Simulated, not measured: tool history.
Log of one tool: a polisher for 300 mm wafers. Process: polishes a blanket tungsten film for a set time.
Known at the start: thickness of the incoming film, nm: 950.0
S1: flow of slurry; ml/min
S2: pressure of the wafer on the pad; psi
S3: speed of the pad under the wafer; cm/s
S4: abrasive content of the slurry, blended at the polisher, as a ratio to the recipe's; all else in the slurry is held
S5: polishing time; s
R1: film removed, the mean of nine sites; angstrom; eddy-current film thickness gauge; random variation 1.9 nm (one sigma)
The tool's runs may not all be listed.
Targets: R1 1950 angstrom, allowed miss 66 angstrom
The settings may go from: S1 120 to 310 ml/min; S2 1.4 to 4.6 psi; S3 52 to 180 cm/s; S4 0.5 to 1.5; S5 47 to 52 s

run	hour	S1	S2	S3	S4	S5	R1
1	0	200	3	116	1	52	2609.6
2	0.7	200	2.8	116	1	52	2425.2
3	6.4	200	2.7	116	1	52	2362.7
4	9.9	200	2.6	116	1	52	2267.4
5	13.4	200	2.6	116	1	47	2024.3
6	14.2	195	2.6	116	1	47	2001.1
7	17.3	190	2.6	116	1	47	2022
8	24.4	190	2.6	116	1	47	2038.3

Which of these 5 next moves meets every target?
A	31.5	195	3	112	0.8	48	?
B	31.5	215	2.3	128	0.95	51	?
C	31.5	190	2.2	132	1.3	47	?
D	31.5	210	2.5	122	1.25	48	?
E	31.5	215	2.4	116	1.05	47	?

move	R1
A	2150.7
B	2149.3
C	2123.2
D	2276.5
E	1940.7
A: further off than the last run
B: further off than the last run
C: further off than the last run
D: further off than the last run
E: meets every target
Answer: E
